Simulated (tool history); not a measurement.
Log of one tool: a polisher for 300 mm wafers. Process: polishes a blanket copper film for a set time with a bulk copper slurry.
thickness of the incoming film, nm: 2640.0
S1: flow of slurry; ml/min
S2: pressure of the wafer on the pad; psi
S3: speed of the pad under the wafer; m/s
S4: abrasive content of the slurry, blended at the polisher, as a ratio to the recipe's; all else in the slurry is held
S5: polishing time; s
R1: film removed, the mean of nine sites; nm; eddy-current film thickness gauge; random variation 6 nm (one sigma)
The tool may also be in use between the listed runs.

run	hour	S1	S2	S3	S4	S5	R1
1	0.0	245	3.2	1.04	1.0	34	321.27
2	2.4	245	3.5	1.04	1.0	34	355.23
3	5.3	245	3.8	1.04	1.0	34	388.83
4	6.2	245	3.1	1.04	1.0	34	319.47
5	10.0	200	3.1	1.04	1.0	34	309.94
6	15.1	200	3.1	0.94	1.0	34	281.19
7	20.7	200	3.5	0.96	1.0	34	315.68
8	24.4	205	3.8	0.98	1.0	34	353.70

The next listed run, before its measurement:
9	28.9	210	4.1	1.00	1.0	34	?

{"run 9": {"R1": 385.58}}
